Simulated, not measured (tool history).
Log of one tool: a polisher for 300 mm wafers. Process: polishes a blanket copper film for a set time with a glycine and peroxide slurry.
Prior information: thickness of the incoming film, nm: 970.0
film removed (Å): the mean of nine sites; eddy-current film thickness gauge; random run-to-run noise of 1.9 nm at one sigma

run	hour	flow of slurry (ml/min)	pressure of the wafer on the pad (psi)	speed of the pad under the wafer (cm/s)	polishing time (s)	film removed (Å)
1	0	125	2.4	126	34	1795.1
2	7.8	125	2.4	126	34	1782.1
3	13.7	120	2.3	126	34	1740.4
4	17	120	2.3	104	34	1494.5
5	24.2	105	2.3	104	34	1471.5
6	29.3	75	2.3	104	34	1323
7	32	85	2.3	104	34	1362.5

Run 8, settings as shown, results not yet in. Your forecast:
8	33.1	90	2.3	104	34	?

For run 8 the tool returned film removed (Å) 1398.3.
